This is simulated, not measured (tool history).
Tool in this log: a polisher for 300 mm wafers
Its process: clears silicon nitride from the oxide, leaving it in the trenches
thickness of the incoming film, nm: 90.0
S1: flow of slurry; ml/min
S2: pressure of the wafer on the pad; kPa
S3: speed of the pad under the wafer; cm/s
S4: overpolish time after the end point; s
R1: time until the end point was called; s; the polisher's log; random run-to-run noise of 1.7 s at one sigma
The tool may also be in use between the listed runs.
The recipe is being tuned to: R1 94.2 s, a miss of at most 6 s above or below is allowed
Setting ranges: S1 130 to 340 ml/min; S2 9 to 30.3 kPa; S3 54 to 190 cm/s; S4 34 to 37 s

run	hour	S1	S2	S3	S4	R1
1	0	220	19.3	122	34	67.534
2	5.6	220	18.6	122	34	70.614
3	8.4	220	17.9	122	34	71.394
4	10.1	220	22.8	122	34	59.861
5	11.1	240	22.8	122	34	57.206
6	18.9	190	22.8	122	34	59.262
7	22.3	190	21.4	120	34	63.031
8	31	190	20.7	118	34	66.888
9	36.8	190	20.7	118	34	68.744
10	42.5	190	20	118	34	67.066
11	50	190	19.3	116	34	72.854
12	51.9	190	18.6	116	34	76.229
13	58	190	17.9	116	34	76.635
14	58.7	190	17.2	116	34	84.035

Next run, 4 choices. One meets every target within its allowed miss, the rest don't. Which?
A	59.4	245	11.7	142	35	?
B	59.4	195	18.6	114	34	?
C	59.4	195	17.9	126	34	?
D	59.4	205	22.1	104	34	?

move	R1
A	94.816
B	76.191
C	72.565
D	69.167
A: hits every target within its allowed miss
B: misses by more than the last run did
C: misses by more than the last run did
D: misses by more than the last run did
Move A is the one to make.
